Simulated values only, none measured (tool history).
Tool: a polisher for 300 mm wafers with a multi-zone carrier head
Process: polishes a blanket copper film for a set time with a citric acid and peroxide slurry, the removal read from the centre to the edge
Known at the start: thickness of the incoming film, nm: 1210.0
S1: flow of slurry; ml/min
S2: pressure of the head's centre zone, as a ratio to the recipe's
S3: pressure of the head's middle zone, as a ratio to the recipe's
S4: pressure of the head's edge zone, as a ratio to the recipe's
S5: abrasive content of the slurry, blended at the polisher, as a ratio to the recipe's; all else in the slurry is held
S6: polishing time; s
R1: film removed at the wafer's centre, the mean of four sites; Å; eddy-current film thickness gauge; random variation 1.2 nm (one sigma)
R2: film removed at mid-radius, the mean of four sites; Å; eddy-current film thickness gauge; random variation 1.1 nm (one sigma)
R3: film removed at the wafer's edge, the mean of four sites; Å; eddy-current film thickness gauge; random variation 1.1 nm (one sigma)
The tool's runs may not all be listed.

| run | hour | S1 | S2 | S3 | S4 | S5 | S6 | R1 | R2 | R3 |
|---|---|---|---|---|---|---|---|---|---|---|
| 1 | 0 | 155 | 1 | 1 | 1 | 1 | 64 | 1727.9 | 1635.5 | 1628.5 |
| 2 | 1.1 | 155 | 1 | 1 | 1 | 1 | 77 | 2122.1 | 1994.3 | 1963.4 |
| 3 | 4.7 | 155 | 1 | 1 | 1.06 | 1 | 77 | 2104 | 1981.6 | 2013 |
| 4 | 6.7 | 145 | 0.97 | 0.99 | 1.04 | 0.9 | 73 | 1856.7 | 1808.8 | 1841.9 |
| 5 | 11.6 | 140 | 0.95 | 0.97 | 1.02 | 0.8 | 70 | 1725 | 1667.4 | 1741.9 |
|  | 15.8 | centre zone pressure recalibrated |
| 6 | 15.8 | 140 | 0.95 | 0.97 | 1.02 | 0.95 | 70 | 1680.1 | 1711.4 | 1811 |
| 7 | 23.4 | 135 | 0.93 | 0.97 | 1.01 | 0.85 | 67 | 1587.9 | 1606.9 | 1656.3 |
| 8 | 24.5 | 130 | 0.91 | 0.96 | 1 | 0.8 | 65 | 1488.6 | 1538 | 1602 |
| 9 | 29.6 | 115 | 0.84 | 0.9 | 0.9 | 0.55 | 54 | 1088.6 | 1141.5 | 1179.7 |
| 10 | 36.2 | 115 | 0.84 | 0.9 | 0.9 | 0.55 | 54 | 1094.1 | 1148.4 | 1182.7 |
| 11 | 41 | 120 | 0.84 | 0.9 | 0.92 | 0.55 | 54 | 1120.2 | 1138.1 | 1197.9 |
| 12 | 44.3 | 120 | 0.84 | 0.91 | 0.93 | 0.6 | 54 | 1096.8 | 1165.2 | 1212.8 |

The next listed run, before its measurement:
| 13 | 50.7 | 125 | 0.84 | 0.91 | 0.94 | 0.6 | 54 | ? | ? | ? |

{"run 13": {"R1": 1122, "R2": 1171.7, "R3": 1242.4}}
